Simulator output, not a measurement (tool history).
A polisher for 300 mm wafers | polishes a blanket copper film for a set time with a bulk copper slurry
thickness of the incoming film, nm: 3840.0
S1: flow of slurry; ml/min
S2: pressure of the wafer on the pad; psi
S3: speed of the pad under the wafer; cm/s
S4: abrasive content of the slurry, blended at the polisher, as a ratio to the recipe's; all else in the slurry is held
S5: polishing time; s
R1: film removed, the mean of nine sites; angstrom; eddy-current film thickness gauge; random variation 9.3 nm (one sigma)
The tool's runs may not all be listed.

{"run": 1, "hour": 0.0, "S1": 265, "S2": 2.8, "S3": 88, "S4": 1.0, "S5": 58, "R1": 4901.3}
{"run": 2, "hour": 4.2, "S1": 265, "S2": 3.0, "S3": 88, "S4": 1.0, "S5": 58, "R1": 5037.7}
{"run": 3, "hour": 11.9, "S1": 265, "S2": 2.3, "S3": 88, "S4": 1.0, "S5": 58, "R1": 4215.2}
{"run": 4, "hour": 15.8, "S1": 265, "S2": 2.6, "S3": 88, "S4": 1.0, "S5": 58, "R1": 4589.4}
{"run": 5, "hour": 20.0, "S1": 265, "S2": 2.6, "S3": 88, "S4": 1.0, "S5": 58, "R1": 4565.0}
{"run": 6, "hour": 28.4, "S1": 265, "S2": 2.6, "S3": 78, "S4": 1.0, "S5": 58, "R1": 4061.7}
{"hour": 31.1, "done": "head pressure recalibrated"}
{"run": 7, "hour": 31.1, "S1": 265, "S2": 2.9, "S3": 80, "S4": 1.0, "S5": 58, "R1": 4869.7}
{"run": 8, "hour": 39.8, "S1": 265, "S2": 3.1, "S3": 80, "S4": 1.0, "S5": 58, "R1": 5101.7}

Forecast run 9:
{"run": 9, "hour": 42.8, "S1": 265, "S2": 3.3, "S3": 80, "S4": 1.0, "S5": 58, "R1": "?"}

Run 9 gave R1 5372.9 angstrom.

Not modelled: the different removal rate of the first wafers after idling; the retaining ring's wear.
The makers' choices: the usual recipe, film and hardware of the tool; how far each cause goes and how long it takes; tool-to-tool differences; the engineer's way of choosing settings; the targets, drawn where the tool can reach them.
